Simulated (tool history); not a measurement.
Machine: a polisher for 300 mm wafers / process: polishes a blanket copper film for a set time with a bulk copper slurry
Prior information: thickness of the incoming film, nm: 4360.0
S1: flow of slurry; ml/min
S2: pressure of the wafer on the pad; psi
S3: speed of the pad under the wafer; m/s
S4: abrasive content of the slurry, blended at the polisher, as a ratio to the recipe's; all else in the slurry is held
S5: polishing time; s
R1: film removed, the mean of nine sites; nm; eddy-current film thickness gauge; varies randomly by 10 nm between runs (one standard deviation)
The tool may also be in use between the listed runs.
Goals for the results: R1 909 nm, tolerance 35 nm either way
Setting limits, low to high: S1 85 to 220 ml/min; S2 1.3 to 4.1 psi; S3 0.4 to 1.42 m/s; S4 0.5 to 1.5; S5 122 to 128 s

Run 1, day 0: S1 140 ml/min, S2 2.7 psi, S3 0.9 m/s, S4 1, S5 122 s. Result: R1 1094.7 nm.
Run 2, day 0.246: S1 135 ml/min, S2 2.6 psi, S3 0.9 m/s, S4 1, S5 122 s. Result: R1 1051.8 nm.
Run 3, day 0.421: S1 135 ml/min, S2 2.6 psi, S3 1.1 m/s, S4 1, S5 122 s. Result: R1 1217.4 nm.
Run 4, day 0.725: S1 135 ml/min, S2 2.6 psi, S3 1.1 m/s, S4 1, S5 128 s. Result: R1 1259.7 nm.
Run 5, day 1.096: S1 130 ml/min, S2 2.4 psi, S3 1.1 m/s, S4 1, S5 128 s. Result: R1 1175.5 nm.
Run 6, day 1.342: S1 130 ml/min, S2 3 psi, S3 1.1 m/s, S4 1, S5 128 s. Result: R1 1469.7 nm.
Run 7, day 1.658: S1 125 ml/min, S2 2.7 psi, S3 1.1 m/s, S4 1, S5 128 s. Result: R1 1325.3 nm.
Run 8, day 1.929: S1 125 ml/min, S2 2.5 psi, S3 1.1 m/s, S4 1, S5 128 s. Result: R1 1200.3 nm.
Run 9, day 2.054: S1 120 ml/min, S2 2.4 psi, S3 1.1 m/s, S4 1, S5 128 s. Result: R1 1169.6 nm.
Run 10, day 2.375: S1 120 ml/min, S2 2.4 psi, S3 1.1 m/s, S4 1, S5 128 s. Result: R1 1147.4 nm.
Run 11, day 2.442: S1 115 ml/min, S2 2.3 psi, S3 1.1 m/s, S4 1, S5 128 s. Result: R1 1100.7 nm.

Exercise: of the 4 proposed moves below, exactly one satisfies all targets within the stated allowed misses. Which move is it?
Run A, day 2.508: S1 135 ml/min, S2 2.3 psi, S3 1.04 m/s, S4 0.85, S5 122 s. Result: R1 ?.
Run B, day 2.508: S1 120 ml/min, S2 1.8 psi, S3 1.06 m/s, S4 1, S5 122 s. Result: R1 ?.
Run C, day 2.508: S1 120 ml/min, S2 2 psi, S3 1.06 m/s, S4 0.9, S5 128 s. Result: R1 ?.
Run D, day 2.508: S1 140 ml/min, S2 2.7 psi, S3 0.72 m/s, S4 1.2, S5 125 s. Result: R1 ?.

move      R1
   A  1006.7
   B  822.95
   C  927.23
   D  1025.3
A: better than the last run, though not everything is in spec
B: moves the result that the last run missed by most past its target, out the other side
C: meets every target
D: better than the last run, though not everything is in spec
C is the move that brings every result within its allowed miss.

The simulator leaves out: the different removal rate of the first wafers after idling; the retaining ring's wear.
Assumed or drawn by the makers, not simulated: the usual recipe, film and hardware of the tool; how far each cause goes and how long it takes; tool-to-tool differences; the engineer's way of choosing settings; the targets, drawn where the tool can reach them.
